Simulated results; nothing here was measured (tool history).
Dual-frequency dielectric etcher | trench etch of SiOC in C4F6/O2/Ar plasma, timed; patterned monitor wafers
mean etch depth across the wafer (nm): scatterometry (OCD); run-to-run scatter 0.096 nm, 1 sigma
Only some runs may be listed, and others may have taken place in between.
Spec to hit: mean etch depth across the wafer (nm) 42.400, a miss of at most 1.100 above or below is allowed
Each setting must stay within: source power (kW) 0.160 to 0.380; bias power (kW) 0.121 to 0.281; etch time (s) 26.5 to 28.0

run	hour	source power (kW)	bias power (kW)	etch time (s)	mean etch depth across the wafer (nm)
1	0.0	0.270	0.201	26.5	48.795
2	4.4	0.250	0.197	26.5	47.154
3	12.6	0.250	0.197	28.0	49.608
4	13.2	0.220	0.197	28.0	47.125
5	14.5	0.220	0.214	28.0	48.905
6	19.2	0.260	0.214	28.0	52.384
7	21.7	0.240	0.207	28.0	49.865
8	30.2	0.220	0.202	28.0	47.538
9	38.3	0.210	0.200	28.0	46.589
10	42.5	0.210	0.200	28.0	46.532
11	46.0	0.200	0.198	28.0	45.402
12	55.0	0.190	0.197	28.0	44.448
13	61.0	0.160	0.191	28.0	40.863

Which single option among these 4 for the next run brings every result within its allowed miss of target? Just one does.
A	67.0	0.180	0.198	27.0	?
B	67.0	0.160	0.211	26.5	?
C	67.0	0.160	0.208	26.5	?
D	67.0	0.160	0.190	26.5	?

move	mean etch depth across the wafer (nm)
A	41.905
B	40.287
C	40.037
D	38.484
A: each result inside its tolerance
B: lands further from the targets than the last run did
C: lands further from the targets than the last run did
D: lands further from the targets than the last run did
Go with A: it meets all targets.

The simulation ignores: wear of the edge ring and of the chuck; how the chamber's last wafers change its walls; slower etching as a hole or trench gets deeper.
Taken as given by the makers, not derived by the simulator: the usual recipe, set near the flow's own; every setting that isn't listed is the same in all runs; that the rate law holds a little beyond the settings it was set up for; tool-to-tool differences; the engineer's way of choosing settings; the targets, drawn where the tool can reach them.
